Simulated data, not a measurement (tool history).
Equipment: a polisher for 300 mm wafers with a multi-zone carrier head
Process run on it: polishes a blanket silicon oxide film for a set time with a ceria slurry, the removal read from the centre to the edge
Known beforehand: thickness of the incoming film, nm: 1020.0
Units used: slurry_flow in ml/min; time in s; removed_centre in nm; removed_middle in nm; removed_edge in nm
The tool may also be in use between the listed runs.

Run 1, hour 0.0: slurry_flow 255 ml/min, centre_zone 1.00, middle_zone 1.00, edge_zone 1.00, time 52 s. Result: removed_centre 156.86 nm, removed_middle 160.25 nm, removed_edge 159.28 nm.
Run 2, hour 8.0: slurry_flow 255 ml/min, centre_zone 1.00, middle_zone 0.93, edge_zone 1.00, time 52 s. Result: removed_centre 157.84 nm, removed_middle 152.32 nm, removed_edge 157.97 nm.
Run 3, hour 12.8: slurry_flow 220 ml/min, centre_zone 1.00, middle_zone 0.93, edge_zone 1.00, time 52 s. Result: removed_centre 156.70 nm, removed_middle 148.59 nm, removed_edge 154.96 nm.
Run 4, hour 17.6: slurry_flow 245 ml/min, centre_zone 0.98, middle_zone 0.93, edge_zone 1.05, time 55 s. Result: removed_centre 163.76 nm, removed_middle 160.21 nm, removed_edge 167.58 nm.
Run 5, hour 20.9: slurry_flow 260 ml/min, centre_zone 0.94, middle_zone 0.90, edge_zone 1.08, time 58 s. Result: removed_centre 168.63 nm, removed_middle 164.63 nm, removed_edge 180.64 nm.
Run 6, hour 27.9: slurry_flow 260 ml/min, centre_zone 0.94, middle_zone 0.90, edge_zone 1.08, time 49 s. Result: removed_centre 138.89 nm, removed_middle 138.37 nm, removed_edge 152.64 nm.
Run 7, hour 30.3: slurry_flow 280 ml/min, centre_zone 0.92, middle_zone 0.90, edge_zone 1.11, time 53 s. Result: removed_centre 149.66 nm, removed_middle 152.09 nm, removed_edge 168.69 nm.
Run 8, hour 39.2: slurry_flow 300 ml/min, centre_zone 0.90, middle_zone 0.89, edge_zone 1.13, time 56 s. Result: removed_centre 156.25 nm, removed_middle 160.28 nm, removed_edge 182.16 nm.
Run 9, hour 45.6: slurry_flow 315 ml/min, centre_zone 0.90, middle_zone 0.89, edge_zone 1.14, time 58 s. Result: removed_centre 161.22 nm, removed_middle 165.84 nm, removed_edge 189.34 nm.
Run 10, hour 52.6: slurry_flow 320 ml/min, centre_zone 0.89, middle_zone 0.89, edge_zone 1.15, time 60 s. Result: removed_centre 163.47 nm, removed_middle 171.80 nm, removed_edge 198.85 nm.

For run 11, what comes out?
Run 11, hour 55.6: slurry_flow 325 ml/min, centre_zone 0.90, middle_zone 0.90, edge_zone 1.16, time 61 s. Result: removed_centre ?, removed_middle ?, removed_edge ?.

removed_centre: 168.30 nm
removed_middle: 176.93 nm
removed_edge: 196.82 nm
